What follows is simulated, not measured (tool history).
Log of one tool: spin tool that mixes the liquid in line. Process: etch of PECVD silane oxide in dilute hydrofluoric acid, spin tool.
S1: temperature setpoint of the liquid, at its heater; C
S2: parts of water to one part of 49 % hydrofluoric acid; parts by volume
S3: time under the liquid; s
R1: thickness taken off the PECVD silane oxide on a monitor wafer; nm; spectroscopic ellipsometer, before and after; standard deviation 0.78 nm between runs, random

run 1 hour=0 | S1=23 S2=50 S3=55 | R1=44.732
run 2 hour=1.1 | S1=23 S2=35 S3=55 | R1=64.207
run 3 hour=2.6 | S1=25 S2=35 S3=55 | R1=69.372
run 4 hour=9.5 | S1=26.5 S2=35 S3=55 | R1=75.743
run 5 hour=13 | S1=23 S2=35 S3=55 | R1=65.108
run 6 hour=14.1 | S1=23 S2=30 S3=55 | R1=76.135

Forecast run 7:
run 7 hour=17.3 | S1=24.5 S2=30 S3=55 | R1=?

R1: 82.239 nm

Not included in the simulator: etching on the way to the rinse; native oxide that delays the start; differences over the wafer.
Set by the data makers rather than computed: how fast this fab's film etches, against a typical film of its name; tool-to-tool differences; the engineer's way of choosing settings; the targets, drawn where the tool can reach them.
